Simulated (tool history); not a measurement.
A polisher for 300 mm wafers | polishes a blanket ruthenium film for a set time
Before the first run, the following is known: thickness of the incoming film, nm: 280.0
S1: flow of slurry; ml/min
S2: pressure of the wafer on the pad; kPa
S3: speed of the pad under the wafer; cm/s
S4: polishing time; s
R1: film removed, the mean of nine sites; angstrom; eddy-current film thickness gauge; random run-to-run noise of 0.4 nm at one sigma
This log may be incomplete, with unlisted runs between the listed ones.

{"run": 1, "day": 0.0, "S1": 175, "S2": 10.3, "S3": 94, "S4": 35, "R1": 227.62}
{"run": 2, "day": 0.175, "S1": 175, "S2": 11.7, "S3": 94, "S4": 35, "R1": 259.39}
{"run": 3, "day": 0.433, "S1": 175, "S2": 12.4, "S3": 94, "S4": 35, "R1": 272.51}
{"run": 4, "day": 0.742, "S1": 175, "S2": 13.1, "S3": 94, "S4": 35, "R1": 290.51}
{"run": 5, "day": 0.8, "S1": 175, "S2": 13.1, "S3": 72, "S4": 35, "R1": 231.87}
{"run": 6, "day": 1.142, "S1": 180, "S2": 13.8, "S3": 76, "S4": 35, "R1": 259.3}
{"run": 7, "day": 1.462, "S1": 185, "S2": 14.5, "S3": 78, "S4": 35, "R1": 275.2}

Predict the results of run 8:
{"run": 8, "day": 1.767, "S1": 185, "S2": 15.2, "S3": 80, "S4": 35, "R1": "?"}

{"run 8": {"R1": 289.92}}
